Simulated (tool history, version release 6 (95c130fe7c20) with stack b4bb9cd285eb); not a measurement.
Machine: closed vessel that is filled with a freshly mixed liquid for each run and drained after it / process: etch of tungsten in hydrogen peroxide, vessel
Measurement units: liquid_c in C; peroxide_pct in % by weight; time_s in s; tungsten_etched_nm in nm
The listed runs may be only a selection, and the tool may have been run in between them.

run	hour	liquid_c	peroxide_pct	time_s	tungsten_etched_nm
1	0	54	19	100	347.1
2	3.6	50	19	100	270.39
3	7.7	55	19	100	370.86
4	15.1	59	19	100	465.26
5	16.3	53.5	19	100	335.14
6	17.2	50	19	100	274.98
7	20.4	50	19	100	273.58
8	28.3	47	19	100	228.92

Run 9 comes next. What will it give?
9	34.4	39	19	100	?

{"run 9": {"tungsten_etched_nm": 133.99}}
